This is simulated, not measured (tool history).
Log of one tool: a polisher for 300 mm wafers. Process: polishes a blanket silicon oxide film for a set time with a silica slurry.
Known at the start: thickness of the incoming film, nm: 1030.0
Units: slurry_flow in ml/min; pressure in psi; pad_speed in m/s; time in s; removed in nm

run	hour	slurry_flow	pressure	pad_speed	slurry_solids	time	removed
1	0.0	310	4.8	1.12	1.0	43	194.27
2	3.0	315	5.3	1.12	1.0	43	214.72
3	4.8	320	5.7	1.12	1.0	43	228.81
4	7.9	320	5.7	1.12	1.0	38	204.62
5	15.0	320	4.5	1.12	1.0	38	162.25
6	23.4	315	5.3	1.12	1.0	38	189.47
7	25.3	315	5.9	1.12	1.0	38	207.99
8	26.9	335	6.4	1.14	1.0	38	231.65
9	35.3	335	6.7	1.16	1.0	38	245.41
10	42.0	335	6.9	1.18	1.0	38	254.28
11	50.7	335	6.9	1.18	1.0	38	256.57
12	56.9	335	7.1	1.20	1.0	38	269.65
13	60.3	335	7.2	1.20	1.0	38	273.24
14	62.2	335	7.3	1.20	1.0	38	272.25

The next listed run, before its measurement:
15	67.7	345	7.4	1.22	1.0	38	?

{"run 15": {"removed": 282.78}}

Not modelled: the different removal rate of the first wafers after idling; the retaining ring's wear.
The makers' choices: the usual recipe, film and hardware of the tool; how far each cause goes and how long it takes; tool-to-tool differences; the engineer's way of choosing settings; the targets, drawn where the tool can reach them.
